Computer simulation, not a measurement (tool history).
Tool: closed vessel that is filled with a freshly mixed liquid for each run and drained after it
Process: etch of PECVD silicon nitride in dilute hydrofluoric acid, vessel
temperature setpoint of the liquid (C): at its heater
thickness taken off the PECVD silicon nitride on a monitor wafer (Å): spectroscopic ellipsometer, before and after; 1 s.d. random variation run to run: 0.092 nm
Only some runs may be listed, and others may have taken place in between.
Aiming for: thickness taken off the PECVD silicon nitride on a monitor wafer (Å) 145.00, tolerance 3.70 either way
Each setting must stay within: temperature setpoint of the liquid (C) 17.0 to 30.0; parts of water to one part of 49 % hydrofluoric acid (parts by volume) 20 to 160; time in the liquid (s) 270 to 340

run	hour	temperature setpoint of the liquid (C)	parts of water to one part of 49 % hydrofluoric acid (parts by volume)	time in the liquid (s)	thickness taken off the PECVD silicon nitride on a monitor wafer (Å)
1	0.0	22.0	90	340	177.63
2	8.5	25.0	90	340	222.47
3	16.5	25.0	70	340	280.27
4	20.5	24.0	70	340	262.13
5	26.8	24.0	70	340	260.43
6	35.3	26.0	70	340	297.17
7	36.5	26.0	70	340	299.54
8	37.9	22.0	85	340	191.46
9	38.8	21.5	85	340	182.60
10	42.8	21.0	85	340	177.45
11	49.2	17.5	85	340	139.82

Of the 4 settings listed for the next run, only one would bring every result within its allowed miss of target. Which one?
A	55.6	17.5	80	315	?
B	55.6	17.0	85	340	?
C	55.6	18.5	85	330	?
D	55.6	18.0	90	340	?

move	thickness taken off the PECVD silicon nitride on a monitor wafer (Å)
A	138.43
B	136.03
C	146.59
D	138.00
A: the biggest miss grows against the last run
B: the biggest miss grows against the last run
C: hits every target within its allowed miss
D: the biggest miss grows against the last run
Correct choice: C, which meets every target
